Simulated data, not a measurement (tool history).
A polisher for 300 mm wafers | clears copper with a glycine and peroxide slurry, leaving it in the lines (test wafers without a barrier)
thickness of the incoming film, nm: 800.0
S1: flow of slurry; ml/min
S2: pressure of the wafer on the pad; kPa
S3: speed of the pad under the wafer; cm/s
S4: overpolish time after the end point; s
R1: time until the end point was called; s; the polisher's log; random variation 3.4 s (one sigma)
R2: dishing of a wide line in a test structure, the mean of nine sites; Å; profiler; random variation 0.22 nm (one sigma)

run	hour	S1	S2	S3	S4	R1	R2
1	0.0	215	15.9	100	10	145.00	383.56
2	8.5	210	13.8	94	8	171.64	265.31
3	14.0	185	13.8	94	8	174.55	280.58
4	15.4	185	13.8	94	6	174.25	217.78
5	21.2	185	16.5	94	6	152.04	245.02
6	21.9	185	16.5	94	4	150.75	160.03
7	22.9	195	14.5	90	4	171.15	140.99
8	29.1	195	13.1	88	4	191.59	129.96

Forecast run 9:
9	30.5	200	11.7	88	4	?	?

Run 9 gave R1 204.70 s, R2 126.27 Å.

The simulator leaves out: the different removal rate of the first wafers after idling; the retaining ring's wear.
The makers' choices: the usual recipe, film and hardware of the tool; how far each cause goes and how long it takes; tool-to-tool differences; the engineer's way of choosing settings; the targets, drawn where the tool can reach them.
